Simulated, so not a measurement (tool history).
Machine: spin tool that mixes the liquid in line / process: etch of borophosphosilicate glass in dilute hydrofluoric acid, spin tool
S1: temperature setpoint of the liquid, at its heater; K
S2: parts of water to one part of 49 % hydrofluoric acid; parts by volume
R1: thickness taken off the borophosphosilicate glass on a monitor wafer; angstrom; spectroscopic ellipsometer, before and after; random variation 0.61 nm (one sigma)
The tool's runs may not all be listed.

Run 1, hour 0.0: S1 293.15 K, S2 200 parts by volume, time under the liquid (s) 310. Result: R1 316.23 angstrom.
Run 2, hour 3.4: S1 295.15 K, S2 165 parts by volume, time under the liquid (s) 310. Result: R1 419.36 angstrom.
Run 3, hour 12.2: S1 296.65 K, S2 140 parts by volume, time under the liquid (s) 310. Result: R1 545.73 angstrom.
Run 4, hour 14.5: S1 297.65 K, S2 125 parts by volume, time under the liquid (s) 310. Result: R1 644.81 angstrom.
Run 5, hour 21.1: S1 297.65 K, S2 125 parts by volume, time under the liquid (s) 330. Result: R1 688.22 angstrom.
Run 6, hour 22.1: S1 294.65 K, S2 125 parts by volume, time under the liquid (s) 330. Result: R1 601.86 angstrom.
Run 7, hour 24.1: S1 296.15 K, S2 120 parts by volume, time under the liquid (s) 330. Result: R1 678.41 angstrom.
Run 8, hour 27.9: S1 297.15 K, S2 115 parts by volume, time under the liquid (s) 330. Result: R1 740.83 angstrom.

The next listed run, before its measurement:
Run 9, hour 30.8: S1 298.15 K, S2 110 parts by volume, time under the liquid (s) 330. Result: R1 ?.

R1: 810.06 angstrom
